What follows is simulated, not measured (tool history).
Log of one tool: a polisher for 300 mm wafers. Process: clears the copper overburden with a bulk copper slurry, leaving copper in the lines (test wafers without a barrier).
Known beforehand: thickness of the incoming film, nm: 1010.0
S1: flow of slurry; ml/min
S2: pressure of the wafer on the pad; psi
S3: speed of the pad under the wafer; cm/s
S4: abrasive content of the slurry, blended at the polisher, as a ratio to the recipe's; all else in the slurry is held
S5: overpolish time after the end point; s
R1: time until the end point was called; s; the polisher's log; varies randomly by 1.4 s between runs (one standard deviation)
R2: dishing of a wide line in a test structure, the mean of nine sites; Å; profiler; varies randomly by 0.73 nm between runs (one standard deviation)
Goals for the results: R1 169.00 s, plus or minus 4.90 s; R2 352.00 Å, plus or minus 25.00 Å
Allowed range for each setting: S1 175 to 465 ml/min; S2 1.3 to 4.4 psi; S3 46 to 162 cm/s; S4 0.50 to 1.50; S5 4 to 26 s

| run | hour | S1 | S2 | S3 | S4 | S5 | R1 | R2 |
|---|---|---|---|---|---|---|---|---|
| 1 | 0.0 | 295 | 2.8 | 104 | 1.00 | 13 | 123.99 | 629.15 |
| 2 | 4.3 | 295 | 2.7 | 104 | 1.00 | 12 | 129.26 | 566.11 |
| 3 | 8.1 | 295 | 2.6 | 104 | 1.00 | 12 | 132.83 | 554.10 |
| 4 | 8.7 | 245 | 2.6 | 104 | 1.00 | 12 | 132.99 | 554.88 |
| 5 | 10.1 | 245 | 2.6 | 104 | 1.20 | 12 | 130.23 | 564.41 |
| 6 | 16.7 | 295 | 2.6 | 104 | 1.20 | 12 | 129.97 | 571.53 |
| 7 | 24.1 | 295 | 2.5 | 104 | 1.20 | 12 | 133.48 | 581.68 |
| 8 | 26.9 | 295 | 2.4 | 104 | 1.20 | 11 | 138.09 | 506.01 |
| 9 | 30.1 | 295 | 2.4 | 104 | 1.20 | 11 | 139.80 | 492.64 |
| 10 | 38.5 | 295 | 2.3 | 104 | 1.20 | 11 | 142.92 | 488.47 |
| 11 | 39.1 | 295 | 2.2 | 104 | 1.20 | 11 | 147.28 | 478.44 |
| 12 | 45.3 | 295 | 2.2 | 104 | 1.20 | 11 | 147.72 | 461.43 |
| 13 | 49.7 | 295 | 2.0 | 104 | 1.20 | 10 | 162.52 | 400.83 |

Exercise: of the 5 proposed moves below, exactly one satisfies all targets within the stated allowed misses. Which move is it?
| A | 54.1 | 320 | 2.5 | 82 | 1.05 | 9 | ? | ? |
| B | 54.1 | 290 | 1.7 | 124 | 1.50 | 8 | ? | ? |
| C | 54.1 | 310 | 2.2 | 104 | 1.20 | 11 | ? | ? |
| D | 54.1 | 315 | 1.8 | 116 | 1.25 | 8 | ? | ? |
| E | 54.1 | 295 | 1.4 | 136 | 1.15 | 11 | ? | ? |

| move | R1 | R2 |
|---|---|---|
| A | 169.12 | 343.26 |
| B | 149.41 | 337.58 |
| C | 147.30 | 454.23 |
| D | 156.06 | 326.32 |
| E | 167.95 | 393.83 |
A: every result lands within tolerance
B: gets the furthest-off result to its target, but another result is out of tolerance
C: misses by more than the last run did
D: the result that was furthest off in the last run now lies on the other side of its target
E: gains on the last run, yet a result remains outside its allowed miss
The move that meets every target is A.

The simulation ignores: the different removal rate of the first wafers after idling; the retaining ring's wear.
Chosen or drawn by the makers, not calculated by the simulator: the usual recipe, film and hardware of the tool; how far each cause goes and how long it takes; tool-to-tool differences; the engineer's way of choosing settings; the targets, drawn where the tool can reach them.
